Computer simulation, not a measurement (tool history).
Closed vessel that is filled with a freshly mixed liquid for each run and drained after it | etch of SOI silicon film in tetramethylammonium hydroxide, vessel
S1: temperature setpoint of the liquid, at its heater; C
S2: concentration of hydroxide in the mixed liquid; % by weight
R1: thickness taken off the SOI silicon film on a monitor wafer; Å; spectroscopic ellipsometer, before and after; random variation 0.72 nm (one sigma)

run 1 hour=0.0 | S1=63.0 S2=12.5 time_in_the_liquid_(s)=30 | R1=1318.00
run 2 hour=6.9 | S1=63.0 S2=12.5 time_in_the_liquid_(s)=30 | R1=1306.70
run 3 hour=8.9 | S1=63.0 S2=15.0 time_in_the_liquid_(s)=30 | R1=1183.00
run 4 hour=13.9 | S1=63.0 S2=16.0 time_in_the_liquid_(s)=30 | R1=1154.30
run 5 hour=20.4 | S1=63.0 S2=13.5 time_in_the_liquid_(s)=30 | R1=1260.70
run 6 hour=28.4 | S1=63.0 S2=13.5 time_in_the_liquid_(s)=30 | R1=1275.00
run 7 hour=35.5 | S1=61.0 S2=13.5 time_in_the_liquid_(s)=30 | R1=1107.00
run 8 hour=38.9 | S1=59.5 S2=13.5 time_in_the_liquid_(s)=30 | R1=1045.40

The next listed run, before its measurement:
run 9 hour=48.1 | S1=58.0 S2=13.5 time_in_the_liquid_(s)=30 | R1=?

R1: 932.03 Å

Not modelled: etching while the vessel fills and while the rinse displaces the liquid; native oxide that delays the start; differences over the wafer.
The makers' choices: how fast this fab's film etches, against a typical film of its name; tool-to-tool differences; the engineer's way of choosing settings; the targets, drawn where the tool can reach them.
